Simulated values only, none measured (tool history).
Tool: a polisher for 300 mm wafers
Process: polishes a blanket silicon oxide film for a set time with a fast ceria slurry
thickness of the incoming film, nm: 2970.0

run	hour	flow of slurry (ml/min)	pressure of the wafer on the pad (psi)	speed of the pad under the wafer (cm/s)	polishing time (s)	film removed (nm)
1	0	285	3.4	88	43	652.68
2	2.8	285	3.4	96	43	707.84
3	10	285	3.4	96	43	704.41
4	12.9	285	3.6	96	43	732.95
5	21.3	285	3.8	96	43	769.01
6	29.9	285	3.8	82	43	666.38

Run 7 comes next. What will it give?
7	31.6	285	4.1	82	43	?

{"run 7": {"film removed (nm)": 713.2}}
